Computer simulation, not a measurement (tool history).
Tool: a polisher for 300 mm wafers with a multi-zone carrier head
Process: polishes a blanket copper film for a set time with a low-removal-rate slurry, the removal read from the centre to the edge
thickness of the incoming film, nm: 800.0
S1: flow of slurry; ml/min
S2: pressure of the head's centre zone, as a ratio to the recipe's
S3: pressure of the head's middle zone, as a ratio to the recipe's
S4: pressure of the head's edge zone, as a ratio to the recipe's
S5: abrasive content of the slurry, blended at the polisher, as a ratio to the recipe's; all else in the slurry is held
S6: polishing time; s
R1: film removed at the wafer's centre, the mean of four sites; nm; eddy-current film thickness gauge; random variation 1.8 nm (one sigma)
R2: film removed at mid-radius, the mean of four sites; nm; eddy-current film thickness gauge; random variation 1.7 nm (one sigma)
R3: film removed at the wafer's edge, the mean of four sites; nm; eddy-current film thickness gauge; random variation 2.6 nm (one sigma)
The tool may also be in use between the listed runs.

run,hour,S1,S2,S3,S4,S5,S6,R1,R2,R3
1,0.0,185,1.00,1.00,1.00,1.00,51,156.66,152.10,152.57
2,3.4,185,1.00,1.06,1.00,1.00,51,154.98,161.42,155.33
3,10.0,185,1.00,1.12,1.00,1.00,51,157.27,168.37,156.09
4,15.2,185,1.04,1.12,1.00,1.00,51,161.90,165.89,154.10
5,20.7,185,1.04,1.12,1.00,0.80,51,157.66,162.10,147.83
6,25.8,200,1.04,1.14,1.05,0.95,52,165.70,176.63,157.70

Run 7 comes next. What will it give?
7,29.1,190,1.03,1.12,1.06,1.10,54,?,?,?

Run 7 gave R1 177.73 nm, R2 180.71 nm, R3 168.62 nm.

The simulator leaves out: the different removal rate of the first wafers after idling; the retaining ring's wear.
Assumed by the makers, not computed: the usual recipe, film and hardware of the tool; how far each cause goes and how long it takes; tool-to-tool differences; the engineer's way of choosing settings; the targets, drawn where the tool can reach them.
